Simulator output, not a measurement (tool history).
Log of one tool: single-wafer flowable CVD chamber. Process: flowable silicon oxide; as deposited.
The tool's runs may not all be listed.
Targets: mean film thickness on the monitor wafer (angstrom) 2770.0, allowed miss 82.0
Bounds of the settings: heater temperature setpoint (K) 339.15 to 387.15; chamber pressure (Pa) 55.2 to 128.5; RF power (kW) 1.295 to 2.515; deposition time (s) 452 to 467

run,hour,heater temperature setpoint (K),chamber pressure (Pa),RF power (kW),deposition time (s),mean film thickness on the monitor wafer (angstrom)
1,0.0,363.15,91.9,1.905,452,3189.2
2,6.3,364.15,91.9,1.905,452,3082.6
3,15.2,375.15,91.9,1.905,452,2197.0
4,23.5,375.15,91.9,2.155,452,2239.3
5,28.0,375.15,91.9,2.045,452,2235.7
6,36.9,373.15,92.0,2.045,452,2379.6
7,43.1,372.15,92.0,2.045,452,2445.5
8,48.4,371.15,92.0,2.045,452,2517.6
9,49.2,370.15,92.0,2.045,452,2605.2
10,56.7,369.15,92.0,2.045,452,2686.8

4 next moves are on the table. One of them brings every result within its allowed miss. Which?
A,64.2,367.15,83.1,2.020,452,?
B,64.2,370.15,90.8,1.945,452,?
C,64.2,368.15,87.2,2.015,452,?
D,64.2,367.15,89.9,2.035,452,?

move,mean film thickness on the monitor wafer (angstrom)
A,2575.4
B,2536.7
C,2613.6
D,2779.6
A: further off than the last run
B: further off than the last run
C: further off than the last run
D: meets every target
The right move is D.
